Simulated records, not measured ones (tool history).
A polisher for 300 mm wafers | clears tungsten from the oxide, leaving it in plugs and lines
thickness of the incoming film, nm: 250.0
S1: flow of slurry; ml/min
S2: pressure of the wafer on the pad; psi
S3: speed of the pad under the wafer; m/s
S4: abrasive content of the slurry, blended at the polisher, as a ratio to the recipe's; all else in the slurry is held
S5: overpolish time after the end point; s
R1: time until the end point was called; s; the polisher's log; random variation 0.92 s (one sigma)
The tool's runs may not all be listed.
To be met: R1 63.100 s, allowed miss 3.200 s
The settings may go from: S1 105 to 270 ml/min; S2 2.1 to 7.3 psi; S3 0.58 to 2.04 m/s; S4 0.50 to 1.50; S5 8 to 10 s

run 1 hour=0.0 | S1=175 S2=4.7 S3=1.30 S4=1.00 S5=10 | R1=32.196
run 2 hour=6.1 | S1=175 S2=3.9 S3=1.24 S4=1.00 S5=10 | R1=41.010
run 3 hour=9.6 | S1=150 S2=3.9 S3=1.24 S4=1.00 S5=10 | R1=41.815
run 4 hour=18.3 | S1=150 S2=4.9 S3=1.24 S4=1.00 S5=10 | R1=32.853
run 5 hour=24.6 | S1=150 S2=4.9 S3=1.24 S4=1.15 S5=10 | R1=31.803
run 6 hour=27.6 | S1=150 S2=4.0 S3=1.22 S4=1.15 S5=10 | R1=39.628
run 7 hour=32.2 | S1=150 S2=3.4 S3=1.20 S4=1.15 S5=10 | R1=46.517
run 8 hour=38.4 | S1=150 S2=3.0 S3=1.20 S4=1.15 S5=10 | R1=53.294
run 9 hour=46.5 | S1=150 S2=2.8 S3=1.20 S4=1.15 S5=10 | R1=57.339
run 10 hour=48.9 | S1=150 S2=2.7 S3=1.20 S4=1.15 S5=10 | R1=58.521

5 next moves are on the table. One of them brings every result within its allowed miss. Which?
run A hour=51.3 | S1=105 S2=2.5 S3=1.26 S4=1.35 S5=8 | R1=?
run B hour=51.3 | S1=140 S2=3.7 S3=1.00 S4=1.20 S5=10 | R1=?
run C hour=51.3 | S1=210 S2=3.5 S3=0.86 S4=1.50 S5=10 | R1=?
run D hour=51.3 | S1=145 S2=2.9 S3=1.14 S4=1.20 S5=10 | R1=?
run E hour=51.3 | S1=120 S2=2.3 S3=1.56 S4=1.15 S5=8 | R1=?

move=A R1=61.610
move=B R1=50.995
move=C R1=55.436
move=D R1=56.376
move=E R1=54.337
A: meets every target
B: further off than the last run
C: further off than the last run
D: further off than the last run
E: further off than the last run
Move A is the one to make.

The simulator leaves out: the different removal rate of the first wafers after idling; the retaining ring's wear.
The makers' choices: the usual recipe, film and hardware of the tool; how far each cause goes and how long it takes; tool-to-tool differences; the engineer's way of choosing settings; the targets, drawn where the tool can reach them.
